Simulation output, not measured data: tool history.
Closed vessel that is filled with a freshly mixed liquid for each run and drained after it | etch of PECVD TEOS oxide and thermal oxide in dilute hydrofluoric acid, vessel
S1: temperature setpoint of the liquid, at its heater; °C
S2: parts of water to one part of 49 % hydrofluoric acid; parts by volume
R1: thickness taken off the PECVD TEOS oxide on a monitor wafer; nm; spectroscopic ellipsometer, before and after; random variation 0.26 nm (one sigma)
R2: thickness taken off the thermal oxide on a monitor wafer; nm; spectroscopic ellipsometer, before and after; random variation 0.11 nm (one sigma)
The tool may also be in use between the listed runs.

Run 1, hour 0.0: S1 22.0 °C, S2 220 parts by volume, time in the liquid (s) 730. Result: R1 28.945 nm, R2 12.269 nm.
Run 2, hour 3.8: S1 23.0 °C, S2 220 parts by volume, time in the liquid (s) 730. Result: R1 29.671 nm, R2 12.543 nm.
Run 3, hour 8.7: S1 19.5 °C, S2 220 parts by volume, time in the liquid (s) 730. Result: R1 26.270 nm, R2 11.081 nm.
Run 4, hour 10.1: S1 21.0 °C, S2 220 parts by volume, time in the liquid (s) 730. Result: R1 28.099 nm, R2 11.724 nm.
Run 5, hour 13.5: S1 22.5 °C, S2 220 parts by volume, time in the liquid (s) 730. Result: R1 29.463 nm, R2 12.413 nm.
Run 6, hour 18.1: S1 23.5 °C, S2 220 parts by volume, time in the liquid (s) 730. Result: R1 30.082 nm, R2 12.788 nm.
At hour 26.7: hydrofluoric acid flow meter replaced.
Run 7, hour 26.7: S1 24.5 °C, S2 220 parts by volume, time in the liquid (s) 730. Result: R1 35.319 nm, R2 14.836 nm.

Run 8 comes next. What will it give?
Run 8, hour 29.0: S1 25.0 °C, S2 220 parts by volume, time in the liquid (s) 730. Result: R1 ?, R2 ?.

{"run 8": {"R1": 35.54, "R2": 15.163}}
